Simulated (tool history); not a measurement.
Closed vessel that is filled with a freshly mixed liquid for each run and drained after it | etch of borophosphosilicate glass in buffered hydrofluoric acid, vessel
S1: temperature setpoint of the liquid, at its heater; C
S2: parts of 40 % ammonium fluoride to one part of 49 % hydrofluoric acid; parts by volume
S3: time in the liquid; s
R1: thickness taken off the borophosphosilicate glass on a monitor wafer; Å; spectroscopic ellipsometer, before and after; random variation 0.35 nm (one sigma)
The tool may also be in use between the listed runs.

{"run": 1, "hour": 0.0, "S1": 22, "S2": 21, "S3": 85, "R1": 781.37}
{"run": 2, "hour": 7.2, "S1": 22, "S2": 21, "S3": 95, "R1": 869.95}
{"run": 3, "hour": 16.0, "S1": 22, "S2": 17.5, "S3": 95, "R1": 1026.3}
{"run": 4, "hour": 22.8, "S1": 21, "S2": 19, "S3": 95, "R1": 892.41}
{"run": 5, "hour": 27.1, "S1": 18.5, "S2": 19, "S3": 95, "R1": 784.52}
{"run": 6, "hour": 36.2, "S1": 18, "S2": 20, "S3": 95, "R1": 724.78}
{"run": 7, "hour": 41.9, "S1": 18, "S2": 20.5, "S3": 95, "R1": 710.97}
{"run": 8, "hour": 48.8, "S1": 18, "S2": 21, "S3": 95, "R1": 697.66}
{"run": 9, "hour": 54.9, "S1": 18, "S2": 21.5, "S3": 95, "R1": 684.12}
{"run": 10, "hour": 63.1, "S1": 18, "S2": 22, "S3": 95, "R1": 673.07}

Forecast run 11:
{"run": 11, "hour": 65.4, "S1": 18, "S2": 22.5, "S3": 95, "R1": "?"}

Run 11 gave R1 668.65 Å.
